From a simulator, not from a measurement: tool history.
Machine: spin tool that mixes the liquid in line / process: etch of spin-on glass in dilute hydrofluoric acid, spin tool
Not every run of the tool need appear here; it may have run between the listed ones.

run	hour	temperature setpoint of the liquid (C)	parts of water to one part of 49 % hydrofluoric acid (parts by volume)	time under the liquid (s)	thickness taken off the spin-on glass on a monitor wafer (nm)
1	0.0	21.0	225	300	71.947
2	7.6	20.0	230	300	66.505
3	10.5	23.0	230	300	74.944
4	17.7	19.5	230	300	65.146
5	24.8	19.5	230	300	65.489
6	33.4	19.5	230	320	70.017
7	41.8	18.5	235	320	65.547
8	44.0	18.0	240	320	62.720

For run 9, what comes out?
9	47.2	17.5	245	320	?

{"run 9": {"thickness taken off the spin-on glass on a monitor wafer (nm)": 59.998}}

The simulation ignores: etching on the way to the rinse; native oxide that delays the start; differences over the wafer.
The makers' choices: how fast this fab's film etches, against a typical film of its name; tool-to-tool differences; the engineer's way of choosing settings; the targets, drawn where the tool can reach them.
